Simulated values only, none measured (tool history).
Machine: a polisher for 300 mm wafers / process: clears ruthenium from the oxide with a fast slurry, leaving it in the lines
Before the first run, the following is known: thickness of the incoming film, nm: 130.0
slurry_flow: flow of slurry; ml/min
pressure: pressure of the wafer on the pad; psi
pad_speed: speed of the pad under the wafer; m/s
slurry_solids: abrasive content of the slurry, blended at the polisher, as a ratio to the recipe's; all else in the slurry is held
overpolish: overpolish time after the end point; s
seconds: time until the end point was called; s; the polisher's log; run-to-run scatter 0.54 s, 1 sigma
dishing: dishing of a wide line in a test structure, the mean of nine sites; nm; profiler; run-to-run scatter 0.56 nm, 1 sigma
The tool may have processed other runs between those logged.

{"run": 1, "hour": 0.0, "slurry_flow": 250, "pressure": 2.5, "pad_speed": 1.16, "slurry_solids": 1.0, "overpolish": 12, "seconds": 26.02, "dishing": 41.16}
{"run": 2, "hour": 3.3, "slurry_flow": 250, "pressure": 2.3, "pad_speed": 1.16, "slurry_solids": 1.0, "overpolish": 14, "seconds": 27.222, "dishing": 45.438}
{"run": 3, "hour": 9.7, "slurry_flow": 190, "pressure": 2.3, "pad_speed": 1.16, "slurry_solids": 1.0, "overpolish": 14, "seconds": 28.445, "dishing": 44.402}
{"run": 4, "hour": 11.8, "slurry_flow": 190, "pressure": 2.1, "pad_speed": 1.16, "slurry_solids": 1.0, "overpolish": 15, "seconds": 30.679, "dishing": 45.496}
{"run": 5, "hour": 18.3, "slurry_flow": 190, "pressure": 2.1, "pad_speed": 1.16, "slurry_solids": 1.0, "overpolish": 19, "seconds": 30.161, "dishing": 53.212}
{"run": 6, "hour": 20.9, "slurry_flow": 190, "pressure": 2.0, "pad_speed": 1.16, "slurry_solids": 1.0, "overpolish": 19, "seconds": 30.239, "dishing": 51.759}
{"run": 7, "hour": 24.2, "slurry_flow": 185, "pressure": 1.8, "pad_speed": 1.16, "slurry_solids": 1.0, "overpolish": 20, "seconds": 31.613, "dishing": 51.189}
{"run": 8, "hour": 31.8, "slurry_flow": 180, "pressure": 1.7, "pad_speed": 1.14, "slurry_solids": 1.0, "overpolish": 21, "seconds": 34.335, "dishing": 51.127}

Run 9 is up next; what results do you expect?
{"run": 9, "hour": 34.2, "slurry_flow": 180, "pressure": 1.6, "pad_speed": 1.14, "slurry_solids": 1.0, "overpolish": 21, "seconds": "?", "dishing": "?"}

seconds: 35.797 s
dishing: 49.856 nm
